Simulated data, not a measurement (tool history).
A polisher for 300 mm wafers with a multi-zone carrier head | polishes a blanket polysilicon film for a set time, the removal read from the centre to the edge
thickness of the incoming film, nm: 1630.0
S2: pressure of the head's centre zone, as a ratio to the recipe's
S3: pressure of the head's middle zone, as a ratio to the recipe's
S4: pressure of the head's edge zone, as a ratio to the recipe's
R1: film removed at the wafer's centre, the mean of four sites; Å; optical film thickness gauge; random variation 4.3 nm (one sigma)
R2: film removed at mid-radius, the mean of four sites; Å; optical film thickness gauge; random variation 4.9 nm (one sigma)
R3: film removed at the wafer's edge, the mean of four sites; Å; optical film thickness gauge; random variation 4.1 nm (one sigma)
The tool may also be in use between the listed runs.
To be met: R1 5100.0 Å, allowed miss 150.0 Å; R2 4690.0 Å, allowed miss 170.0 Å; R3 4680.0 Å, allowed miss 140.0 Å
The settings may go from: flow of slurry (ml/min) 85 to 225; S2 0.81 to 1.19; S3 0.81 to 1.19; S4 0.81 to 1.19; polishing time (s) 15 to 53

{"run": 1, "hour": 0.0, "flow of slurry (ml/min)": 145, "S2": 1.0, "S3": 1.0, "S4": 1.0, "polishing time (s)": 34, "R1": 3474.3, "R2": 3439.6, "R3": 3657.1}
{"run": 2, "hour": 5.5, "flow of slurry (ml/min)": 130, "S2": 1.0, "S3": 1.0, "S4": 1.0, "polishing time (s)": 34, "R1": 3416.9, "R2": 3409.4, "R3": 3550.9}
{"run": 3, "hour": 11.5, "flow of slurry (ml/min)": 150, "S2": 1.06, "S3": 1.05, "S4": 1.03, "polishing time (s)": 35, "R1": 3844.2, "R2": 3767.5, "R3": 3856.1}
{"run": 4, "hour": 13.7, "flow of slurry (ml/min)": 150, "S2": 1.06, "S3": 1.05, "S4": 1.03, "polishing time (s)": 27, "R1": 2963.1, "R2": 2905.1, "R3": 2950.2}
{"run": 5, "hour": 18.5, "flow of slurry (ml/min)": 150, "S2": 1.06, "S3": 1.05, "S4": 0.95, "polishing time (s)": 27, "R1": 2966.0, "R2": 2895.6, "R3": 2861.8}
{"run": 6, "hour": 22.3, "flow of slurry (ml/min)": 150, "S2": 1.06, "S3": 1.05, "S4": 0.95, "polishing time (s)": 21, "R1": 2289.4, "R2": 2186.6, "R3": 2187.0}
{"run": 7, "hour": 29.5, "flow of slurry (ml/min)": 170, "S2": 1.1, "S3": 1.07, "S4": 1.01, "polishing time (s)": 26, "R1": 3028.2, "R2": 2817.4, "R3": 2905.1}
{"run": 8, "hour": 30.6, "flow of slurry (ml/min)": 180, "S2": 1.13, "S3": 1.1, "S4": 1.02, "polishing time (s)": 30, "R1": 3594.1, "R2": 3378.4, "R3": 3335.4}
{"run": 9, "hour": 37.1, "flow of slurry (ml/min)": 190, "S2": 1.15, "S3": 1.11, "S4": 1.05, "polishing time (s)": 32, "R1": 3942.8, "R2": 3654.5, "R3": 3638.0}
{"run": 10, "hour": 44.5, "flow of slurry (ml/min)": 195, "S2": 1.16, "S3": 1.12, "S4": 1.07, "polishing time (s)": 34, "R1": 4255.5, "R2": 3965.4, "R3": 3896.8}
{"hour": 52.3, "done": "edge zone pressure recalibrated"}
{"run": 11, "hour": 52.3, "flow of slurry (ml/min)": 200, "S2": 1.17, "S3": 1.12, "S4": 1.09, "polishing time (s)": 35, "R1": 4432.9, "R2": 4100.1, "R3": 3867.6}

Which of these 4 next moves meets every target?
{"run": "A", "hour": 60.1, "flow of slurry (ml/min)": 185, "S2": 1.08, "S3": 1.01, "S4": 1.0, "polishing time (s)": 44, "R1": "?", "R2": "?", "R3": "?"}
{"run": "B", "hour": 60.1, "flow of slurry (ml/min)": 165, "S2": 1.05, "S3": 1.07, "S4": 0.93, "polishing time (s)": 46, "R1": "?", "R2": "?", "R3": "?"}
{"run": "C", "hour": 60.1, "flow of slurry (ml/min)": 150, "S2": 1.09, "S3": 0.87, "S4": 0.86, "polishing time (s)": 49, "R1": "?", "R2": "?", "R3": "?"}
{"run": "D", "hour": 60.1, "flow of slurry (ml/min)": 225, "S2": 1.18, "S3": 1.14, "S4": 1.1, "polishing time (s)": 39, "R1": "?", "R2": "?", "R3": "?"}

move=A R1=5190.6 R2=4741.6 R3=4683.9
move=B R1=5178.1 R2=5059.7 R3=4659.5
move=C R1=5574.7 R2=4595.1 R3=4734.9
move=D R1=5142.4 R2=4706.5 R3=4439.5
A: meets every target
B: brings the result that was furthest off to its target, and leaves another outside
C: brings the result that was furthest off to its target, and leaves another outside
D: nearer than the last run, and not there yet
The right move is A.
